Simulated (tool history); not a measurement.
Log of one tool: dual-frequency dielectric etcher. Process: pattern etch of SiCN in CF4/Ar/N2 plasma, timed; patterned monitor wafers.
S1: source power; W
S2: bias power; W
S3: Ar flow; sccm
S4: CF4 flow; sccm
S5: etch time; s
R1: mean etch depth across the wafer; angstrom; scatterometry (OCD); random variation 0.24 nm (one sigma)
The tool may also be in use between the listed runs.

Run 1, hour 0: S1 490 W, S2 51 W, S3 81 sccm, S4 54 sccm, S5 74 s. Result: R1 597.87 angstrom.
Run 2, hour 7.7: S1 480 W, S2 51 W, S3 81 sccm, S4 54 sccm, S5 74 s. Result: R1 593.09 angstrom.
Run 3, hour 14.8: S1 480 W, S2 51 W, S3 68 sccm, S4 54 sccm, S5 74 s. Result: R1 615.67 angstrom.
Run 4, hour 22.3: S1 480 W, S2 51 W, S3 68 sccm, S4 54 sccm, S5 74 s. Result: R1 612.68 angstrom.
Run 5, hour 30.2: S1 470 W, S2 51 W, S3 68 sccm, S4 54 sccm, S5 74 s. Result: R1 605.81 angstrom.
Run 6, hour 38.7: S1 470 W, S2 51 W, S3 68 sccm, S4 54 sccm, S5 77 s. Result: R1 632.7 angstrom.
Run 7, hour 45.2: S1 460 W, S2 51 W, S3 68 sccm, S4 54 sccm, S5 77 s. Result: R1 624.27 angstrom.

The next listed run, before its measurement:
Run 8, hour 49.6: S1 450 W, S2 51 W, S3 68 sccm, S4 54 sccm, S5 77 s. Result: R1 ?.

R1: 614.6 angstrom
